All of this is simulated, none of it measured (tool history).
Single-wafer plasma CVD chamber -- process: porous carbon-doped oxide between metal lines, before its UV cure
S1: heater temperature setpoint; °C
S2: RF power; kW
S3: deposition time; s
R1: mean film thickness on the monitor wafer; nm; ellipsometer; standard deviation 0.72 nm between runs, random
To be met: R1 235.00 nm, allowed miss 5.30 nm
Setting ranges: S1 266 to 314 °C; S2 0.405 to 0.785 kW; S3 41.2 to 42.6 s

run  hour   S1     S2    S3      R1
  1   0.0  290  0.595  41.2  260.10
  2   7.3  293  0.590  41.2  252.38
  3  12.9  295  0.585  41.2  248.50
  4  18.9  297  0.585  41.2  246.35
  5  20.6  297  0.585  41.2  247.01
  6  22.6  297  0.585  41.2  246.52
  7  26.1  298  0.580  41.2  242.99
     31.8  -- RF generator calibrated
  8  31.8  303  0.570  41.2  243.46

Next run, 4 choices. One meets every target within its allowed miss, the rest don't. Which?
  A  37.5  308  0.585  42.6   ?
  B  37.5  298  0.535  41.2   ?
  C  37.5  304  0.580  41.2   ?
  D  37.5  300  0.545  42.6   ?

move      R1
   A  249.62
   B  235.93
   C  244.96
   D  245.05
A: lands further from the targets than the last run did
B: each result inside its tolerance
C: lands further from the targets than the last run did
D: lands further from the targets than the last run did
The right move is B.
